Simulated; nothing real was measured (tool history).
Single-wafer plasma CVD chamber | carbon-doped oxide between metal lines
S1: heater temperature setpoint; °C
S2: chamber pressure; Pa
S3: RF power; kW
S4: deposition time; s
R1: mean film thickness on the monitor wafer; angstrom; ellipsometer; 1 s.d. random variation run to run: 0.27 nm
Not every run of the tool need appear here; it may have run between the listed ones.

Run 1, hour 0: S1 375 °C, S2 920 Pa, S3 0.43 kW, S4 35.1 s. Result: R1 1425.5 angstrom.
Run 2, hour 8.4: S1 375 °C, S2 803 Pa, S3 0.43 kW, S4 35.1 s. Result: R1 1403.9 angstrom.
Run 3, hour 14.1: S1 375 °C, S2 803 Pa, S3 0.375 kW, S4 35.1 s. Result: R1 1264.6 angstrom.
Run 4, hour 15.3: S1 375 °C, S2 803 Pa, S3 0.375 kW, S4 35.1 s. Result: R1 1268.8 angstrom.
Run 5, hour 22.9: S1 375 °C, S2 797 Pa, S3 0.37 kW, S4 35.1 s. Result: R1 1252.4 angstrom.
Run 6, hour 28.8: S1 375 °C, S2 797 Pa, S3 0.32 kW, S4 35.1 s. Result: R1 1111.9 angstrom.
Run 7, hour 32.4: S1 375 °C, S2 799 Pa, S3 0.325 kW, S4 35.1 s. Result: R1 1123.2 angstrom.

Expected results for the next run?
Run 8, hour 41.2: S1 375 °C, S2 799 Pa, S3 0.33 kW, S4 35.1 s. Result: R1 ?.

{"run 8": {"R1": 1134.9}}
